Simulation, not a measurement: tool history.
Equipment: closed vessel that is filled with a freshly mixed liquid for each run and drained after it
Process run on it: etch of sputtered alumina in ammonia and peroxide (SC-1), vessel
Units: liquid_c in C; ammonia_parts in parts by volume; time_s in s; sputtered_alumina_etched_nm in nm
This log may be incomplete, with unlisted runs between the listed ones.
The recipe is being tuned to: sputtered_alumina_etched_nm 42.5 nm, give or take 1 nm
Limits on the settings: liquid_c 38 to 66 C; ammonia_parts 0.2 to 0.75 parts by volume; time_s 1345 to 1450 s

{"run": 1, "hour": 0.0, "liquid_c": 50, "ammonia_parts": 0.45, "time_s": 1345, "sputtered_alumina_etched_nm": 54.929}
{"run": 2, "hour": 5.2, "liquid_c": 50, "ammonia_parts": 0.55, "time_s": 1345, "sputtered_alumina_etched_nm": 56.55}
{"run": 3, "hour": 12.1, "liquid_c": 50, "ammonia_parts": 0.55, "time_s": 1345, "sputtered_alumina_etched_nm": 56.484}
{"run": 4, "hour": 21.0, "liquid_c": 55, "ammonia_parts": 0.55, "time_s": 1345, "sputtered_alumina_etched_nm": 73.488}
{"run": 5, "hour": 28.4, "liquid_c": 55, "ammonia_parts": 0.45, "time_s": 1345, "sputtered_alumina_etched_nm": 72.601}
{"run": 6, "hour": 33.9, "liquid_c": 51, "ammonia_parts": 0.45, "time_s": 1345, "sputtered_alumina_etched_nm": 58.465}
{"run": 7, "hour": 34.4, "liquid_c": 50, "ammonia_parts": 0.45, "time_s": 1345, "sputtered_alumina_etched_nm": 55.036}
{"run": 8, "hour": 39.9, "liquid_c": 49.5, "ammonia_parts": 0.45, "time_s": 1345, "sputtered_alumina_etched_nm": 53.771}
{"run": 9, "hour": 42.5, "liquid_c": 49, "ammonia_parts": 0.45, "time_s": 1345, "sputtered_alumina_etched_nm": 52.072}
{"run": 10, "hour": 50.5, "liquid_c": 48.5, "ammonia_parts": 0.45, "time_s": 1345, "sputtered_alumina_etched_nm": 50.402}
{"run": 11, "hour": 51.7, "liquid_c": 48, "ammonia_parts": 0.45, "time_s": 1345, "sputtered_alumina_etched_nm": 48.95}
{"run": 12, "hour": 58.2, "liquid_c": 48, "ammonia_parts": 0.45, "time_s": 1345, "sputtered_alumina_etched_nm": 49.349}
{"run": 13, "hour": 64.5, "liquid_c": 47.5, "ammonia_parts": 0.45, "time_s": 1345, "sputtered_alumina_etched_nm": 48.533}

Next run, 5 choices. One meets every target within its allowed miss, the rest don't. Which?
{"run": "A", "hour": 70.8, "liquid_c": 43, "ammonia_parts": 0.6, "time_s": 1405, "sputtered_alumina_etched_nm": "?"}
{"run": "B", "hour": 70.8, "liquid_c": 44, "ammonia_parts": 0.45, "time_s": 1345, "sputtered_alumina_etched_nm": "?"}
{"run": "C", "hour": 70.8, "liquid_c": 44, "ammonia_parts": 0.5, "time_s": 1425, "sputtered_alumina_etched_nm": "?"}
{"run": "D", "hour": 70.8, "liquid_c": 48, "ammonia_parts": 0.5, "time_s": 1420, "sputtered_alumina_etched_nm": "?"}
{"run": "E", "hour": 70.8, "liquid_c": 47.5, "ammonia_parts": 0.5, "time_s": 1450, "sputtered_alumina_etched_nm": "?"}

move=A sputtered_alumina_etched_nm=39.568
move=B sputtered_alumina_etched_nm=39.039
move=C sputtered_alumina_etched_nm=41.777
move=D sputtered_alumina_etched_nm=52.196
move=E sputtered_alumina_etched_nm=51.831
A: the result that was furthest off in the last run now lies on the other side of its target
B: the result that was furthest off in the last run now lies on the other side of its target
C: hits every target within its allowed miss
D: further off than the last run
E: further off than the last run
The right move is C.

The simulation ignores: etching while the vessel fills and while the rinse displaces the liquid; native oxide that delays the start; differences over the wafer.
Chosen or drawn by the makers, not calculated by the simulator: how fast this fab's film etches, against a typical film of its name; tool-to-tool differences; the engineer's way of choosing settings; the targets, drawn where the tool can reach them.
